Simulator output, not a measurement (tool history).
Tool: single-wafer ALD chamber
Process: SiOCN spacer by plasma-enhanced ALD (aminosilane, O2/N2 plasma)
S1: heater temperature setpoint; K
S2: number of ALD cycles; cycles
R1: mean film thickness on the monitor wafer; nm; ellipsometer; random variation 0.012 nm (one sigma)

run 1 hour=0 | S1=668.15 S2=64 | R1=3.819
run 2 hour=6.8 | S1=674.15 S2=64 | R1=3.835
run 3 hour=9.8 | S1=681.15 S2=64 | R1=3.7318
run 4 hour=17.7 | S1=675.15 S2=64 | R1=3.7916
run 5 hour=18.8 | S1=681.15 S2=64 | R1=3.7593
run 6 hour=24.6 | S1=682.15 S2=59 | R1=3.4604
run 7 hour=30.2 | S1=683.15 S2=56 | R1=3.2645

The next listed run, before its measurement:
run 8 hour=39.1 | S1=684.15 S2=54 | R1=?

Run 8 gave R1 3.1504 nm.
